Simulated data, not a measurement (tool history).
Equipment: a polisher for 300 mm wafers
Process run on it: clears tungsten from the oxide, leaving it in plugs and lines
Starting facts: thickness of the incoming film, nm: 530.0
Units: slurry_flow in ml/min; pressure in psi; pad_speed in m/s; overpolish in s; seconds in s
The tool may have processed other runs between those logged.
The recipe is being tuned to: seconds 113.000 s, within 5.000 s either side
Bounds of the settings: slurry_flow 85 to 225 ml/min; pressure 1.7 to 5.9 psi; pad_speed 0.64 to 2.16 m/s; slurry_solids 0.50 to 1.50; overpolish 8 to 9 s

run	hour	slurry_flow	pressure	pad_speed	slurry_solids	overpolish	seconds
1	0.0	145	3.8	1.40	1.00	9	84.017
2	4.3	145	3.8	1.40	1.20	9	78.832
3	6.6	145	3.8	1.40	1.20	8	77.755
4	14.1	145	3.5	1.40	1.20	8	85.312
5	21.1	145	3.3	1.40	1.20	8	88.918
6	28.1	145	3.1	1.40	1.20	8	95.585
7	36.8	145	3.0	1.40	1.20	8	99.344
8	44.1	145	2.9	1.40	1.20	8	101.220
9	49.0	145	2.8	1.40	1.20	8	105.500

4 candidate next runs follow, results not yet known. Just one meets every target within its allowed miss. Identify it.
A	53.9	155	2.9	1.46	1.15	8	?
B	53.9	165	3.1	1.64	0.90	8	?
C	53.9	135	2.8	1.52	1.25	9	?
D	53.9	95	2.6	1.44	1.25	8	?

move	seconds
A	99.614
B	92.507
C	98.709
D	115.150
A: moves away from the targets compared with the last run
B: moves away from the targets compared with the last run
C: moves away from the targets compared with the last run
D: meets every target
So the answer is move D, the one that meets all the targets.
